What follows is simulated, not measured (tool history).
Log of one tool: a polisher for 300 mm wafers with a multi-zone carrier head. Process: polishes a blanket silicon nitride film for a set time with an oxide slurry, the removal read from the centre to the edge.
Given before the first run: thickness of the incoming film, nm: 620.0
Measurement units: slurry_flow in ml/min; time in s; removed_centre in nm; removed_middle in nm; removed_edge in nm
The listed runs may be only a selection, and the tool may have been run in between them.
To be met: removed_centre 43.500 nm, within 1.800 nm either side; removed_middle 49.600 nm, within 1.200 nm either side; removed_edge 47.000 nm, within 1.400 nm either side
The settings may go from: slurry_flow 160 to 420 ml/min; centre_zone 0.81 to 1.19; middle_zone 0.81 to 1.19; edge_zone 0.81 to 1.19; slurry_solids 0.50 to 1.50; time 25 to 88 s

| run | hour | slurry_flow | centre_zone | middle_zone | edge_zone | slurry_solids | time | removed_centre | removed_middle | removed_edge |
|---|---|---|---|---|---|---|---|---|---|---|
| 1 | 0.0 | 270 | 1.00 | 1.00 | 1.00 | 1.00 | 56 | 30.072 | 29.412 | 30.059 |
| 2 | 3.7 | 285 | 1.00 | 1.06 | 1.05 | 1.15 | 58 | 32.172 | 33.826 | 33.386 |
| 3 | 9.4 | 285 | 1.00 | 1.06 | 1.05 | 1.35 | 58 | 34.994 | 35.888 | 34.885 |
| 4 | 11.3 | 255 | 1.00 | 1.06 | 1.05 | 1.35 | 58 | 33.708 | 34.785 | 34.139 |
| 5 | 20.3 | 295 | 0.99 | 1.09 | 1.09 | 1.40 | 61 | 36.208 | 39.032 | 38.311 |
| 6 | 21.2 | 295 | 0.99 | 1.09 | 1.09 | 1.40 | 49 | 28.583 | 31.126 | 30.109 |
|  | 29.9 | slurry nozzle cleaned |
| 7 | 29.9 | 295 | 0.99 | 1.09 | 1.09 | 1.40 | 49 | 30.667 | 32.436 | 31.638 |
| 8 | 36.9 | 295 | 0.99 | 1.09 | 1.09 | 1.40 | 49 | 29.665 | 32.564 | 31.569 |
| 9 | 44.7 | 325 | 1.00 | 1.12 | 1.12 | 1.45 | 54 | 34.501 | 37.346 | 35.899 |

Which single option among these 5 for the next run brings every result within its allowed miss of target? Just one does.
| A | 52.5 | 385 | 0.96 | 1.03 | 1.06 | 1.50 | 65 | ? | ? | ? |
| B | 52.5 | 350 | 1.07 | 1.13 | 1.05 | 1.40 | 67 | ? | ? | ? |
| C | 52.5 | 315 | 0.98 | 1.16 | 1.17 | 1.50 | 69 | ? | ? | ? |
| D | 52.5 | 310 | 1.07 | 1.12 | 1.09 | 1.50 | 67 | ? | ? | ? |
| E | 52.5 | 330 | 1.04 | 1.14 | 1.12 | 1.50 | 70 | ? | ? | ? |

| move | removed_centre | removed_middle | removed_edge |
|---|---|---|---|
| A | 41.132 | 42.668 | 42.776 |
| B | 46.013 | 46.290 | 42.718 |
| C | 43.751 | 49.237 | 47.008 |
| D | 46.319 | 46.296 | 43.988 |
| E | 47.352 | 49.419 | 46.803 |
A: better than the last run, though not everything is in spec
B: better than the last run, though not everything is in spec
C: each result inside its tolerance
D: better than the last run, though not everything is in spec
E: corrects the largest miss of the last run, while another result sits out of spec
Go with C: it meets all targets.
